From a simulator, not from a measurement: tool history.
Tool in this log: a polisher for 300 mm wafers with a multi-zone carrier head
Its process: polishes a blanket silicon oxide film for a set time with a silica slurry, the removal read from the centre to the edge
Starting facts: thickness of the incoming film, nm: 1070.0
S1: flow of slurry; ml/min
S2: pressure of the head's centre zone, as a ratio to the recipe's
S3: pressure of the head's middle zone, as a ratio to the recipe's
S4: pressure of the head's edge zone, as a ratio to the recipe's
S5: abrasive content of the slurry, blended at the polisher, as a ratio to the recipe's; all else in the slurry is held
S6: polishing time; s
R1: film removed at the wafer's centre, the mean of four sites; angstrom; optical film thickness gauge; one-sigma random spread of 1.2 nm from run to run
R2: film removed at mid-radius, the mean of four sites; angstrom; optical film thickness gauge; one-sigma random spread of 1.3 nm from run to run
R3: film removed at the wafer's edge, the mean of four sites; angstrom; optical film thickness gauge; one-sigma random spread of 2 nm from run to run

run	hour	S1	S2	S3	S4	S5	S6	R1	R2	R3
1	0	305	1	1	1	1	76	1884	1958	1894.8
2	6.1	300	0.99	0.97	0.97	1	76	1892.8	1901	1821.2
3	13.9	295	0.97	0.95	0.97	1	76	1839	1876.3	1861.3
4	21.3	290	0.96	0.93	0.95	1	76	1821	1823.7	1820.2
5	27.6	290	1.02	0.93	0.95	1	76	1908.6	1837.7	1826.8
6	30.8	285	1	0.91	0.93	1	76	1900.4	1771.5	1815.8
7	38.3	280	0.98	0.91	0.91	1	76	1856	1799.2	1752.5
8	39.2	275	0.97	0.9	0.9	1	76	1819.5	1747	1749.9
# hour 44.2: worn pad replaced by a new one
9	44.2	265	0.96	0.89	0.89	1	76	1941.1	1865.7	1887.4
10	48.4	290	0.96	0.89	0.9	1	76	1955.6	1870.3	1887.9
11	49.7	325	0.91	0.83	0.83	0.75	75	1580.4	1478.3	1539.5
12	52.6	325	0.91	0.84	0.84	0.75	75	1551.5	1512.4	1544.9
13	58.7	325	0.92	0.84	0.85	0.75	75	1582.8	1487.2	1551

Run 14 is up next; what results do you expect?
14	63.4	325	0.92	0.85	0.85	0.75	75	?	?	?

Run 14 came out at R1 1572.3 angstrom, R2 1516.3 angstrom, R3 1560.8 angstrom.

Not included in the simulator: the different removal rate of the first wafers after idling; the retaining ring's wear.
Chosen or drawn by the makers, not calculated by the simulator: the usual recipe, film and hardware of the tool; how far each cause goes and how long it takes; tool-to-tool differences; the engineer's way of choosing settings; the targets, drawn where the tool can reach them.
